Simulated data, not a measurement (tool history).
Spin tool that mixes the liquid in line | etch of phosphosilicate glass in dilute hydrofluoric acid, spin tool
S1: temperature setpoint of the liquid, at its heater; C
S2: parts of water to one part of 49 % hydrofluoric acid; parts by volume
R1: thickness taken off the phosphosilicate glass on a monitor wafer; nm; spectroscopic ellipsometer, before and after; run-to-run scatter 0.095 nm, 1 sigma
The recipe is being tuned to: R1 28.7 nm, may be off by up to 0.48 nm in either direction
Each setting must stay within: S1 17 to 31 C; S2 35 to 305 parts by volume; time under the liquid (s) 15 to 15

{"run": 1, "hour": 0.0, "S1": 23, "S2": 170, "time under the liquid (s)": 15, "R1": 8.9716}
{"run": 2, "hour": 6.2, "S1": 23, "S2": 170, "time under the liquid (s)": 15, "R1": 8.9433}
{"run": 3, "hour": 14.1, "S1": 25, "S2": 135, "time under the liquid (s)": 15, "R1": 12.749}
{"run": 4, "hour": 22.8, "S1": 25, "S2": 105, "time under the liquid (s)": 15, "R1": 16.964}
{"run": 5, "hour": 30.1, "S1": 27, "S2": 105, "time under the liquid (s)": 15, "R1": 18.151}
{"run": 6, "hour": 33.4, "S1": 28, "S2": 95, "time under the liquid (s)": 15, "R1": 21.212}
{"run": 7, "hour": 39.2, "S1": 29, "S2": 90, "time under the liquid (s)": 15, "R1": 23.436}
{"run": 8, "hour": 47.7, "S1": 29.5, "S2": 85, "time under the liquid (s)": 15, "R1": 25.378}

Of the 5 settings listed for the next run, only one would bring every result within its allowed miss of target. Which one?
{"run": "A", "hour": 56.2, "S1": 29.5, "S2": 95, "time under the liquid (s)": 15, "R1": "?"}
{"run": "B", "hour": 56.2, "S1": 29, "S2": 75, "time under the liquid (s)": 15, "R1": "?"}
{"run": "C", "hour": 56.2, "S1": 30, "S2": 75, "time under the liquid (s)": 15, "R1": "?"}
{"run": "D", "hour": 56.2, "S1": 31, "S2": 95, "time under the liquid (s)": 15, "R1": "?"}
{"run": "E", "hour": 56.2, "S1": 27, "S2": 75, "time under the liquid (s)": 15, "R1": "?"}

move=A R1=22.531
move=B R1=28.807
move=C R1=29.938
move=D R1=23.837
move=E R1=26.645
A: its largest miss is bigger than the last run's
B: all results in spec
C: pushes the last run's worst result past its target
D: its largest miss is bigger than the last run's
E: nearer than the last run, and not there yet
The move that meets every target is B.

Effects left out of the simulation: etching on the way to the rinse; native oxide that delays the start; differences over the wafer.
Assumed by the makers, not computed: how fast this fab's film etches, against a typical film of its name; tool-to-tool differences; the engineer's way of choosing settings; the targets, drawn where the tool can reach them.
